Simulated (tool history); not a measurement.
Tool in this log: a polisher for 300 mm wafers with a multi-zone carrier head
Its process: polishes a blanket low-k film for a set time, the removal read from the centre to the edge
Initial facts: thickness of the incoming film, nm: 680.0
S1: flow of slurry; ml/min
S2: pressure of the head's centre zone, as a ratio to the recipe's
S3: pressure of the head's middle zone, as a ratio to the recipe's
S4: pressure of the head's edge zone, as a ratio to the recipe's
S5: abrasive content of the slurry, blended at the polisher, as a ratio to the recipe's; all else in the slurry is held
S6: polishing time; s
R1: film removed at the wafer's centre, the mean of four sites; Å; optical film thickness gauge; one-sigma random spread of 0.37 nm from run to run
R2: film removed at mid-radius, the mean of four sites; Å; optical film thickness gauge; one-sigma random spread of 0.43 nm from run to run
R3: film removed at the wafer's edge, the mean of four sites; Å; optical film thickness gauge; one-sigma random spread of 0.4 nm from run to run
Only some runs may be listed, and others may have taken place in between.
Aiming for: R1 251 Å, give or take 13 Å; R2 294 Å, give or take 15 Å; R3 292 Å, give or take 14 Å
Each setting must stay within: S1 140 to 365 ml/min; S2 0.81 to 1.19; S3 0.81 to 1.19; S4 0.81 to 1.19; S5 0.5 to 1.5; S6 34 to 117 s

run 1 day=0 | S1=235 S2=1 S3=1 S4=1 S5=1 S6=75 | R1=352.6 R2=350.56 R3=348.43
run 2 day=0.029 | S1=235 S2=0.98 S3=1 S4=1 S5=0.95 S6=75 | R1=338.07 R2=332.71 R3=338.64
run 3 day=0.083 | S1=235 S2=0.92 S3=1 S4=1 S5=0.95 S6=75 | R1=323.02 R2=330.18 R3=338.93
run 4 day=0.262 | S1=235 S2=0.92 S3=1.04 S4=1 S5=0.95 S6=75 | R1=310.53 R2=349.86 R3=344.52
run 5 day=0.321 | S1=235 S2=0.97 S3=1.04 S4=1 S5=0.95 S6=75 | R1=335.97 R2=353.3 R3=339.49
-- day=0.588 worn pad replaced by a new one
run 6 day=0.588 | S1=235 S2=0.95 S3=1.04 S4=1 S5=0.9 S6=75 | R1=359.53 R2=394.3 R3=378.24
run 7 day=0.946 | S1=235 S2=0.93 S3=1.04 S4=0.99 S5=0.9 S6=75 | R1=348.01 R2=391.34 R3=386.36
run 8 day=1.083 | S1=235 S2=0.92 S3=1.04 S4=1.01 S5=0.9 S6=75 | R1=358.26 R2=393.19 R3=389.69
run 9 day=1.304 | S1=235 S2=0.91 S3=1.03 S4=0.99 S5=0.9 S6=75 | R1=343.57 R2=383.71 R3=386.64
run 10 day=1.383 | S1=235 S2=0.9 S3=1.04 S4=1.01 S5=0.95 S6=75 | R1=358.14 R2=401.91 R3=396.2
run 11 day=1.471 | S1=235 S2=0.9 S3=1.04 S4=0.98 S5=0.95 S6=75 | R1=349.88 R2=399.58 R3=381.02

Consider the 5 candidate settings below. Which is the only one whose results all fall within their allowed miss of target?
run A day=1.558 | S1=315 S2=0.93 S3=1.12 S4=0.9 S5=1.15 S6=46 | R1=? R2=? R3=?
run B day=1.558 | S1=235 S2=0.95 S3=0.97 S4=0.95 S5=1.05 S6=50 | R1=? R2=? R3=?
run C day=1.558 | S1=260 S2=0.99 S3=0.82 S4=1.15 S5=0.85 S6=80 | R1=? R2=? R3=?
run D day=1.558 | S1=255 S2=0.91 S3=1.1 S4=0.97 S5=1.05 S6=49 | R1=? R2=? R3=?
run E day=1.558 | S1=300 S2=0.91 S3=1.11 S4=1.15 S5=0.9 S6=53 | R1=? R2=? R3=?

move=A R1=257.68 R2=296.77 R3=257.98
move=B R1=266.17 R2=266.55 R3=270.84
move=C R1=403.22 R2=336.84 R3=432.3
move=D R1=252.25 R2=293.04 R3=269.22
move=E R1=257.06 R2=300.38 R3=296.92
A: meets the target for the result that was furthest off, but another lies outside its allowed miss
B: closes in on the targets versus the last run, not all within tolerance yet
C: lands further from the targets than the last run did
D: meets the target for the result that was furthest off, but another lies outside its allowed miss
E: every result lands within tolerance
The right move is E.

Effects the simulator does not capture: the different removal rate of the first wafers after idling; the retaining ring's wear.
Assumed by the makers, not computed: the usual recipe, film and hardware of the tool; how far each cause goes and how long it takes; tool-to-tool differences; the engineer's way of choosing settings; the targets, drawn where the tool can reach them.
